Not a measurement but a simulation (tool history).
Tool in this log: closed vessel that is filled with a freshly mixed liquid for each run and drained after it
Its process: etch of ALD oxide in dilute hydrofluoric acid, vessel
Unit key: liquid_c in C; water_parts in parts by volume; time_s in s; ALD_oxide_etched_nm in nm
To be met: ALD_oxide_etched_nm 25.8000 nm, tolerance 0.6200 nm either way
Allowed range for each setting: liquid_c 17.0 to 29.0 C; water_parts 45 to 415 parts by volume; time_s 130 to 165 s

run   hour  liquid_c  water_parts  time_s  ALD_oxide_etched_nm
  1    0.0      21.0          230     165              11.7150
  2    5.4      18.0          230     165              10.1490
  3   13.8      19.0          220     165              11.5150
  4   22.8      19.0          220     130               8.9368
  5   26.7      20.5          220     130               9.4037
  6   34.2      21.5          200     130              10.9550
  7   40.0      22.5          185     130              12.5730
  8   44.4      23.0          175     130              13.6500
  9   52.9      23.5          165     130              14.9490
 10   61.1      24.0          160     130              15.7550
 11   63.9      24.5          155     130              16.9620
 12   71.5      25.0          150     130              17.7210
 13   76.8      29.0           95     130              34.9100
 14   83.1      28.5           95     130              34.4190
 15   85.8      28.0           95     130              33.5580
 16   88.8      27.5           95     130              33.0530
 17   94.0      27.0           95     130              32.4290
 18   98.1      26.5           95     130              31.5680
 19  107.1      26.0           95     130              31.0620
 20  113.7      25.5           95     130              30.4590
     115.3  -- thermometer replaced
 21  115.3      25.0           95     130              31.4870
 22  118.4      24.5           95     130              30.6790
 23  124.3      24.0           95     130              30.3780
 24  129.6      23.5           95     130              30.0320
 25  135.1      23.0           95     130              28.7330
 26  143.0      22.5           95     130              28.3410

Which one of the following 5 next-run settings gets every result inside its allowed miss? There is exactly one.
  A  150.9      23.5          115     165                    ?
  B  150.9      17.0          100     150                    ?
  C  150.9      22.0          115     140                    ?
  D  150.9      23.5          115     135                    ?
  E  150.9      21.5          125     165                    ?

move  ALD_oxide_etched_nm
   A              30.6060
   B              24.9590
   C              24.4690
   D              25.0410
   E              25.7160
A: misses by more than the last run did
B: takes the result that was furthest off past its target
C: takes the result that was furthest off past its target
D: takes the result that was furthest off past its target
E: every result lands within tolerance
So the answer is move E, the one that meets all the targets.
